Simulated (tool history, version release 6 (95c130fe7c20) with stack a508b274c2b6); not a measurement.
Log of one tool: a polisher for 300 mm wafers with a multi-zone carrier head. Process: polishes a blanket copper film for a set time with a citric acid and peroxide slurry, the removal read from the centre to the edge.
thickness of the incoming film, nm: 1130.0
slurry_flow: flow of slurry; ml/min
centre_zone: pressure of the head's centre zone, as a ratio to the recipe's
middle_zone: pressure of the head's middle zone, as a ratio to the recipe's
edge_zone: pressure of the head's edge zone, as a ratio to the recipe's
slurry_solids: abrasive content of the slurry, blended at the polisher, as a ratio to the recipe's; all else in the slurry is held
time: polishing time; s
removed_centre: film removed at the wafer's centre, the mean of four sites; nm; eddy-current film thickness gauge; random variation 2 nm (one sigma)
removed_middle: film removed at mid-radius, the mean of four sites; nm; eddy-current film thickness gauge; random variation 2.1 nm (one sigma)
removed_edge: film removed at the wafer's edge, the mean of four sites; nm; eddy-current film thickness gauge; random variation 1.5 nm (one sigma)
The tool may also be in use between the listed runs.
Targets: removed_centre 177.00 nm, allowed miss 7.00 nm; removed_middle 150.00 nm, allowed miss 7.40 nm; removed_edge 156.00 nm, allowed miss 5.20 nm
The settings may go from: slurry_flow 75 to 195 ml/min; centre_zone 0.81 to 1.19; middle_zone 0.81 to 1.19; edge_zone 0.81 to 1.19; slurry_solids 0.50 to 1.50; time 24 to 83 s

| run | hour | slurry_flow | centre_zone | middle_zone | edge_zone | slurry_solids | time | removed_centre | removed_middle | removed_edge |
|---|---|---|---|---|---|---|---|---|---|---|
| 1 | 0.0 | 125 | 1.00 | 1.00 | 1.00 | 1.00 | 53 | 130.43 | 127.17 | 125.87 |
| 2 | 8.8 | 135 | 1.02 | 1.00 | 1.02 | 1.05 | 53 | 136.90 | 130.46 | 131.49 |
| 3 | 16.8 | 145 | 1.04 | 1.01 | 1.03 | 1.10 | 53 | 142.70 | 138.91 | 136.12 |
| 4 | 19.9 | 145 | 1.04 | 1.01 | 1.03 | 1.25 | 53 | 149.63 | 140.73 | 139.83 |
| 5 | 26.3 | 145 | 0.98 | 1.01 | 1.03 | 1.25 | 53 | 141.36 | 142.32 | 139.12 |
| 6 | 29.5 | 150 | 1.01 | 1.00 | 1.04 | 1.25 | 53 | 144.94 | 141.32 | 139.87 |
| 7 | 34.7 | 155 | 1.04 | 1.00 | 1.05 | 1.30 | 53 | 152.05 | 146.13 | 144.92 |
| 8 | 36.5 | 160 | 1.06 | 0.99 | 1.05 | 1.30 | 53 | 156.19 | 144.44 | 147.38 |
| 9 | 45.4 | 165 | 1.08 | 0.99 | 1.05 | 1.30 | 53 | 159.10 | 144.76 | 145.22 |
| 10 | 52.9 | 165 | 1.09 | 0.99 | 1.06 | 1.30 | 53 | 160.66 | 147.15 | 147.63 |
| 11 | 55.3 | 170 | 1.10 | 0.98 | 1.06 | 1.30 | 53 | 161.11 | 142.85 | 147.09 |
| 12 | 61.5 | 170 | 1.11 | 0.98 | 1.07 | 1.30 | 53 | 164.37 | 143.67 | 149.27 |
| 13 | 66.5 | 170 | 1.12 | 0.98 | 1.07 | 1.30 | 53 | 162.02 | 139.00 | 150.10 |
| 14 | 69.4 | 175 | 1.13 | 0.99 | 1.07 | 1.30 | 53 | 164.37 | 143.05 | 148.63 |
| 15 | 72.5 | 175 | 1.14 | 0.99 | 1.07 | 1.30 | 53 | 165.81 | 150.67 | 148.87 |
| 16 | 76.8 | 175 | 1.15 | 0.98 | 1.07 | 1.30 | 53 | 169.31 | 147.60 | 150.72 |
|  | 79.7 | centre zone pressure recalibrated |
| 17 | 79.7 | 175 | 1.16 | 0.98 | 1.07 | 1.30 | 53 | 160.55 | 143.44 | 151.90 |
| 18 | 84.8 | 175 | 1.16 | 0.98 | 1.07 | 1.30 | 53 | 160.46 | 144.73 | 149.86 |
| 19 | 88.6 | 180 | 1.15 | 0.98 | 1.07 | 1.30 | 53 | 161.10 | 148.99 | 147.57 |
| 20 | 96.0 | 180 | 1.16 | 0.99 | 1.07 | 1.35 | 53 | 162.81 | 147.10 | 151.85 |

Which of these 5 next moves meets every target?
| A | 103.4 | 135 | 1.19 | 1.03 | 1.13 | 1.50 | 53 | ? | ? | ? |
| B | 103.4 | 190 | 1.19 | 0.93 | 1.04 | 1.30 | 56 | ? | ? | ? |
| C | 103.4 | 180 | 1.06 | 0.98 | 1.04 | 1.50 | 55 | ? | ? | ? |
| D | 103.4 | 150 | 1.12 | 0.98 | 1.09 | 1.50 | 53 | ? | ? | ? |
| E | 103.4 | 75 | 1.19 | 1.12 | 1.18 | 1.50 | 56 | ? | ? | ? |

| move | removed_centre | removed_middle | removed_edge |
|---|---|---|---|
| A | 161.93 | 152.84 | 153.28 |
| B | 176.20 | 151.56 | 156.44 |
| C | 162.00 | 160.19 | 158.41 |
| D | 157.63 | 149.61 | 152.80 |
| E | 143.20 | 148.66 | 149.11 |
A: further off than the last run
B: meets every target
C: further off than the last run
D: further off than the last run
E: further off than the last run
Answer: B

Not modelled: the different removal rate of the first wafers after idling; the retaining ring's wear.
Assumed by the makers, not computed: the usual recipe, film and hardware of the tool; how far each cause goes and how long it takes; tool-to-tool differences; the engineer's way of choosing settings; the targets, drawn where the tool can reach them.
